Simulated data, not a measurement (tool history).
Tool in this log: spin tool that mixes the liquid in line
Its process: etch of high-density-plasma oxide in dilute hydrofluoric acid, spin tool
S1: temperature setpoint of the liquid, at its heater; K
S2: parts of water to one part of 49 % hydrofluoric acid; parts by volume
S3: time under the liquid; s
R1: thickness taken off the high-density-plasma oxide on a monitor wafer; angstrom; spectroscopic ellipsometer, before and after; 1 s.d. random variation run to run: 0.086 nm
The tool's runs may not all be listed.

{"run": 1, "hour": 0.0, "S1": 295.15, "S2": 165, "S3": 285, "R1": 127.12}
{"run": 2, "hour": 6.0, "S1": 294.65, "S2": 165, "S3": 285, "R1": 124.91}
{"run": 3, "hour": 10.9, "S1": 294.65, "S2": 165, "S3": 285, "R1": 126.28}
{"run": 4, "hour": 18.7, "S1": 294.15, "S2": 165, "S3": 285, "R1": 120.93}
{"run": 5, "hour": 26.8, "S1": 293.65, "S2": 165, "S3": 285, "R1": 119.3}
{"run": 6, "hour": 32.0, "S1": 293.15, "S2": 165, "S3": 285, "R1": 115.55}

For run 7, what comes out?
{"run": 7, "hour": 33.0, "S1": 292.65, "S2": 165, "S3": 285, "R1": "?"}

R1: 113.54 angstrom
